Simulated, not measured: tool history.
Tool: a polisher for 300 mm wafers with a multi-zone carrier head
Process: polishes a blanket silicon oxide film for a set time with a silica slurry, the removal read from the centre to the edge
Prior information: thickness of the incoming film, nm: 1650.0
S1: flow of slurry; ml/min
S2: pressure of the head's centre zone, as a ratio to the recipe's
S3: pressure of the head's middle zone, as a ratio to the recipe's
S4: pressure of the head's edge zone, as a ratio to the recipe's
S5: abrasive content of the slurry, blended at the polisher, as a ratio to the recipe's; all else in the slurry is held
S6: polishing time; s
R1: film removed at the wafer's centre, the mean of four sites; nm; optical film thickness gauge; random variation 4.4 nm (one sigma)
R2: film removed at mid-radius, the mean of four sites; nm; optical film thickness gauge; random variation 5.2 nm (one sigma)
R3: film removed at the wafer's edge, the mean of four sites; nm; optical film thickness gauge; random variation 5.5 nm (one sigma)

{"run": 1, "hour": 0.0, "S1": 250, "S2": 1, "S3": 1, "S4": 1, "S5": 1, "S6": 88, "R1": 308.88, "R2": 308.6, "R3": 309.52}
{"run": 2, "hour": 0.6, "S1": 250, "S2": 1.02, "S3": 0.99, "S4": 1.04, "S5": 1.15, "S6": 89, "R1": 332.45, "R2": 323.29, "R3": 336.39}
{"run": 3, "hour": 6.8, "S1": 255, "S2": 1.05, "S3": 0.99, "S4": 1.07, "S5": 1.25, "S6": 90, "R1": 360.81, "R2": 335.19, "R3": 356.8}
{"run": 4, "hour": 12.4, "S1": 255, "S2": 1.05, "S3": 0.99, "S4": 1.07, "S5": 1.4, "S6": 90, "R1": 372.73, "R2": 356.25, "R3": 381.46}
{"run": 5, "hour": 14.1, "S1": 285, "S2": 1.05, "S3": 0.99, "S4": 1.07, "S5": 1.4, "S6": 90, "R1": 373.22, "R2": 352.66, "R3": 378.97}
{"run": 6, "hour": 15.4, "S1": 285, "S2": 1.05, "S3": 0.99, "S4": 1.07, "S5": 1.3, "S6": 90, "R1": 373.24, "R2": 351.4, "R3": 365.73}
{"run": 7, "hour": 19.1, "S1": 290, "S2": 1.06, "S3": 0.98, "S4": 1.09, "S5": 1.35, "S6": 90, "R1": 375.21, "R2": 353.93, "R3": 374.65}

Run 8 comes next. What will it give?
{"run": 8, "hour": 25.8, "S1": 285, "S2": 1.07, "S3": 0.97, "S4": 1.1, "S5": 1.4, "S6": 91, "R1": "?", "R2": "?", "R3": "?"}

{"run 8": {"R1": 394.27, "R2": 355.31, "R3": 371.01}}

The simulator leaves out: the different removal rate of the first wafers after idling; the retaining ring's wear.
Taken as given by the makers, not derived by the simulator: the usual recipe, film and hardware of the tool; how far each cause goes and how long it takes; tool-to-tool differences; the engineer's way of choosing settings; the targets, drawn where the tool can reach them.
